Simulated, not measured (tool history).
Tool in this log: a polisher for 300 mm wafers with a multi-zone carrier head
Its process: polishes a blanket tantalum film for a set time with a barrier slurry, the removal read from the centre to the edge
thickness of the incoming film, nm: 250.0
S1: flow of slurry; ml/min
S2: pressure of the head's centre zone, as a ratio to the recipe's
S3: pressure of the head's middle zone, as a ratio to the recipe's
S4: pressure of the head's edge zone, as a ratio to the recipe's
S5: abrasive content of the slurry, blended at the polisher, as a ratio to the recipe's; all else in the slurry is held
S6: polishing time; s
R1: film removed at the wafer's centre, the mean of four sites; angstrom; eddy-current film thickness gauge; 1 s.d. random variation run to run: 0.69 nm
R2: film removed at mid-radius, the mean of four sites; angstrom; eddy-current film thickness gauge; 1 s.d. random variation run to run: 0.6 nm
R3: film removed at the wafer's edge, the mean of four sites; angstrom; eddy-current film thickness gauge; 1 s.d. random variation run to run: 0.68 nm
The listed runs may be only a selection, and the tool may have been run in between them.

{"run": 1, "hour": 0.0, "S1": 290, "S2": 1.0, "S3": 1.0, "S4": 1.0, "S5": 1.0, "S6": 39, "R1": 718.94, "R2": 698.91, "R3": 699.62}
{"run": 2, "hour": 6.5, "S1": 290, "S2": 0.99, "S3": 0.97, "S4": 1.0, "S5": 0.9, "S6": 38, "R1": 668.94, "R2": 639.29, "R3": 657.8}
{"run": 3, "hour": 14.2, "S1": 290, "S2": 0.98, "S3": 0.95, "S4": 1.0, "S5": 0.8, "S6": 37, "R1": 612.26, "R2": 583.46, "R3": 608.47}
{"run": 4, "hour": 21.8, "S1": 290, "S2": 0.97, "S3": 0.93, "S4": 1.0, "S5": 0.75, "S6": 37, "R1": 606.62, "R2": 571.29, "R3": 578.61}
{"run": 5, "hour": 27.7, "S1": 290, "S2": 0.93, "S3": 0.93, "S4": 1.0, "S5": 0.75, "S6": 37, "R1": 566.62, "R2": 572.88, "R3": 589.61}
{"run": 6, "hour": 34.5, "S1": 285, "S2": 0.93, "S3": 0.91, "S4": 1.02, "S5": 0.7, "S6": 36, "R1": 541.93, "R2": 516.16, "R3": 564.98}
{"run": 7, "hour": 43.0, "S1": 280, "S2": 0.92, "S3": 0.89, "S4": 1.02, "S5": 0.65, "S6": 36, "R1": 505.81, "R2": 498.04, "R3": 547.23}
{"run": 8, "hour": 46.6, "S1": 280, "S2": 0.92, "S3": 0.89, "S4": 1.02, "S5": 0.65, "S6": 36, "R1": 509.43, "R2": 500.39, "R3": 544.53}

Run 9 comes next. What will it give?
{"run": 9, "hour": 52.2, "S1": 275, "S2": 0.92, "S3": 0.87, "S4": 1.02, "S5": 0.65, "S6": 36, "R1": "?", "R2": "?", "R3": "?"}

Run 9 produced R1 518.49 angstrom, R2 483.60 angstrom, R3 557.89 angstrom.
